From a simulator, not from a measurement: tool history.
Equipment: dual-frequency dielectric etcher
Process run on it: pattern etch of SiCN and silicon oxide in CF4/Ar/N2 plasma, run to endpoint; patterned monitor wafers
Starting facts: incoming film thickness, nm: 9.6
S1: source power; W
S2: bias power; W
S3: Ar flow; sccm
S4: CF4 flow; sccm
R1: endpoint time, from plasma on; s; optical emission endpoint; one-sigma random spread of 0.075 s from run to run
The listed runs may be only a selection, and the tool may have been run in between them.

run,hour,S1,S2,S3,S4,R1
1,0,430,85,84,53,11.66
2,5.1,450,86,84,53,11.281
3,12.6,460,87,84,53,10.939
4,19,470,87,84,53,10.888
5,21.4,470,96,84,53,10.62
6,30,400,96,84,53,12.092

Forecast run 7:
7,38.4,400,96,84,53,?

Run 7 yielded R1 12.26 s.
